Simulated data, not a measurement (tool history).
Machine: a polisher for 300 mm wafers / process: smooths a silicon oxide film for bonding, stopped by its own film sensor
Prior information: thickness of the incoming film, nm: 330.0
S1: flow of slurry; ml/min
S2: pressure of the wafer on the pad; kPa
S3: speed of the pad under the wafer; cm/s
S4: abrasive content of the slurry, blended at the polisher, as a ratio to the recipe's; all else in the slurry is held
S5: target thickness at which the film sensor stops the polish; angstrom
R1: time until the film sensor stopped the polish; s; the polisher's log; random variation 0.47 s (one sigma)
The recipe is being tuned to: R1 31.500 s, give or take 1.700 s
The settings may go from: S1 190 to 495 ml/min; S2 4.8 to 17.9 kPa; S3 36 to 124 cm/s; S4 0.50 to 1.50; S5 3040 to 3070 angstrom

{"run": 1, "hour": 0.0, "S1": 320, "S2": 11.0, "S3": 80, "S4": 1.0, "S5": 3040, "R1": 50.735}
{"run": 2, "hour": 4.2, "S1": 320, "S2": 11.7, "S3": 80, "S4": 1.0, "S5": 3040, "R1": 48.206}
{"run": 3, "hour": 10.7, "S1": 320, "S2": 13.1, "S3": 82, "S4": 1.0, "S5": 3040, "R1": 42.202}
{"run": 4, "hour": 18.3, "S1": 320, "S2": 13.8, "S3": 82, "S4": 1.0, "S5": 3040, "R1": 40.494}
{"run": 5, "hour": 20.8, "S1": 350, "S2": 13.8, "S3": 82, "S4": 1.0, "S5": 3040, "R1": 39.38}
{"run": 6, "hour": 22.4, "S1": 350, "S2": 13.8, "S3": 82, "S4": 1.1, "S5": 3040, "R1": 38.782}
{"hour": 23.1, "done": "slurry nozzle cleaned"}
{"run": 7, "hour": 23.1, "S1": 350, "S2": 14.5, "S3": 82, "S4": 1.1, "S5": 3040, "R1": 34.094}
{"run": 8, "hour": 31.5, "S1": 350, "S2": 15.2, "S3": 82, "S4": 1.1, "S5": 3040, "R1": 33.083}

Which one of the following 5 next-run settings gets every result inside its allowed miss? There is exactly one.
{"run": "A", "hour": 39.9, "S1": 270, "S2": 16.5, "S3": 74, "S4": 1.0, "S5": 3040, "R1": "?"}
{"run": "B", "hour": 39.9, "S1": 410, "S2": 15.2, "S3": 64, "S4": 1.1, "S5": 3050, "R1": "?"}
{"run": "C", "hour": 39.9, "S1": 395, "S2": 16.5, "S3": 72, "S4": 0.9, "S5": 3040, "R1": "?"}
{"run": "D", "hour": 39.9, "S1": 430, "S2": 17.9, "S3": 68, "S4": 0.85, "S5": 3060, "R1": "?"}
{"run": "E", "hour": 39.9, "S1": 405, "S2": 14.5, "S3": 68, "S4": 1.45, "S5": 3040, "R1": "?"}

move=A R1=35.918
move=B R1=37.916
move=C R1=36.605
move=D R1=32.677
move=E R1=36.532
A: lands further from the targets than the last run did
B: lands further from the targets than the last run did
C: lands further from the targets than the last run did
D: every result lands within tolerance
E: lands further from the targets than the last run did
D meets every target.
